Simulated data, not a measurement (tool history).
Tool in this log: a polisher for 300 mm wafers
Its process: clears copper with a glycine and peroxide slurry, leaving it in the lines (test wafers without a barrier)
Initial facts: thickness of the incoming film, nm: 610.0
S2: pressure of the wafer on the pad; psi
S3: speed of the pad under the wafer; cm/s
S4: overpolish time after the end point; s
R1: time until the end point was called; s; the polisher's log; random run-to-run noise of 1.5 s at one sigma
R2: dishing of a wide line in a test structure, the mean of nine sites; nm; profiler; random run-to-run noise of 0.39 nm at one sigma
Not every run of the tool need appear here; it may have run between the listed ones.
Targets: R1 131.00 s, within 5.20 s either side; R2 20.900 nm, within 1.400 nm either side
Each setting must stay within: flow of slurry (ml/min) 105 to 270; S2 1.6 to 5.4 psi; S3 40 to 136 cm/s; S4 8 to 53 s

{"run": 1, "day": 0.0, "flow of slurry (ml/min)": 175, "S2": 3.5, "S3": 88, "S4": 27, "R1": 127.12, "R2": 40.032}
{"run": 2, "day": 0.125, "flow of slurry (ml/min)": 155, "S2": 3.0, "S3": 100, "S4": 22, "R1": 131.69, "R2": 37.424}
{"run": 3, "day": 0.371, "flow of slurry (ml/min)": 155, "S2": 3.9, "S3": 100, "S4": 22, "R1": 109.41, "R2": 39.25}
{"run": 4, "day": 0.458, "flow of slurry (ml/min)": 150, "S2": 3.2, "S3": 110, "S4": 18, "R1": 117.78, "R2": 33.388}
{"run": 5, "day": 0.588, "flow of slurry (ml/min)": 150, "S2": 3.8, "S3": 110, "S4": 18, "R1": 107.51, "R2": 36.639}
{"run": 6, "day": 0.908, "flow of slurry (ml/min)": 160, "S2": 3.2, "S3": 118, "S4": 15, "R1": 112.2, "R2": 32.157}
{"run": 7, "day": 1.121, "flow of slurry (ml/min)": 190, "S2": 2.7, "S3": 122, "S4": 13, "R1": 117.42, "R2": 30.043}
{"run": 8, "day": 1.467, "flow of slurry (ml/min)": 200, "S2": 2.4, "S3": 126, "S4": 12, "R1": 124.81, "R2": 27.571}
{"run": 9, "day": 1.658, "flow of slurry (ml/min)": 250, "S2": 1.7, "S3": 136, "S4": 8, "R1": 137.58, "R2": 20.189}

Exercise: of the 4 proposed moves below, exactly one satisfies all targets within the stated allowed misses. Which move is it?
{"run": "A", "day": 1.85, "flow of slurry (ml/min)": 270, "S2": 1.7, "S3": 128, "S4": 8, "R1": "?", "R2": "?"}
{"run": "B", "day": 1.85, "flow of slurry (ml/min)": 270, "S2": 1.6, "S3": 136, "S4": 8, "R1": "?", "R2": "?"}
{"run": "C", "day": 1.85, "flow of slurry (ml/min)": 260, "S2": 1.6, "S3": 126, "S4": 8, "R1": "?", "R2": "?"}
{"run": "D", "day": 1.85, "flow of slurry (ml/min)": 235, "S2": 1.9, "S3": 136, "S4": 8, "R1": "?", "R2": "?"}

move=A R1=146.45 R2=19.226
move=B R1=145.06 R2=19.319
move=C R1=153.70 R2=18.580
move=D R1=133.53 R2=20.464
A: further off than the last run
B: further off than the last run
C: further off than the last run
D: all results in spec
D is the move that brings every result within its allowed miss.
